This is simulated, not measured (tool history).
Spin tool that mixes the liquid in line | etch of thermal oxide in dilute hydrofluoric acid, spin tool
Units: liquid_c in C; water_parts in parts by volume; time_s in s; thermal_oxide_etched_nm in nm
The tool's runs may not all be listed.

{"run": 1, "day": 0.0, "liquid_c": 26, "water_parts": 220, "time_s": 280, "thermal_oxide_etched_nm": 5.4473}
{"run": 2, "day": 0.192, "liquid_c": 26, "water_parts": 220, "time_s": 305, "thermal_oxide_etched_nm": 6.0093}
{"run": 3, "day": 0.529, "liquid_c": 26, "water_parts": 220, "time_s": 280, "thermal_oxide_etched_nm": 5.5919}
{"run": 4, "day": 0.746, "liquid_c": 27.5, "water_parts": 220, "time_s": 280, "thermal_oxide_etched_nm": 5.8149}
{"run": 5, "day": 1.029, "liquid_c": 27.5, "water_parts": 220, "time_s": 305, "thermal_oxide_etched_nm": 6.4143}
{"run": 6, "day": 1.354, "liquid_c": 27.5, "water_parts": 220, "time_s": 280, "thermal_oxide_etched_nm": 5.8665}
{"run": 7, "day": 1.596, "liquid_c": 28.5, "water_parts": 220, "time_s": 280, "thermal_oxide_etched_nm": 6.1109}
{"run": 8, "day": 1.629, "liquid_c": 29.5, "water_parts": 220, "time_s": 280, "thermal_oxide_etched_nm": 6.1875}

What does the tool deliver on the next run?
{"run": 9, "day": 1.975, "liquid_c": 30.5, "water_parts": 215, "time_s": 280, "thermal_oxide_etched_nm": "?"}

thermal_oxide_etched_nm: 6.6529 nm
